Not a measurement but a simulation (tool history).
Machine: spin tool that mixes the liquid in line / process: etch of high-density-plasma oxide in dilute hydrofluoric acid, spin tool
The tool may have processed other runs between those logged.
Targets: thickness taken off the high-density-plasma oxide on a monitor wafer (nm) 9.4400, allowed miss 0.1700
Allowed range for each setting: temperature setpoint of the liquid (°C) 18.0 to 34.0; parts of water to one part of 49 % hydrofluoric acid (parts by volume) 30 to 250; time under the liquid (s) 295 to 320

run,hour,temperature setpoint of the liquid (°C),parts of water to one part of 49 % hydrofluoric acid (parts by volume),time under the liquid (s),thickness taken off the high-density-plasma oxide on a monitor wafer (nm)
1,0.0,26.0,140,295,15.0270
2,7.4,26.0,140,320,16.2270
3,14.9,26.0,140,320,16.3860
4,18.3,26.0,175,320,12.5050
5,26.7,22.5,175,320,10.9010
6,28.5,22.5,175,320,10.8850
7,31.9,21.5,175,320,10.5200
8,35.6,20.5,175,320,10.1270
9,42.7,20.0,175,320,9.8688

4 next moves are on the table. One of them brings every result within its allowed miss. Which?
A,49.8,18.5,165,320,?
B,49.8,20.5,175,315,?
C,49.8,20.5,180,320,?
D,49.8,19.5,180,320,?

move,thickness taken off the high-density-plasma oxide on a monitor wafer (nm)
A,9.9917
B,9.9359
C,9.7634
D,9.3893
A: moves away from the targets compared with the last run
B: moves away from the targets compared with the last run
C: moves toward the targets from the last run without getting all of them in spec
D: every result within its allowed miss
The move that meets every target is D.
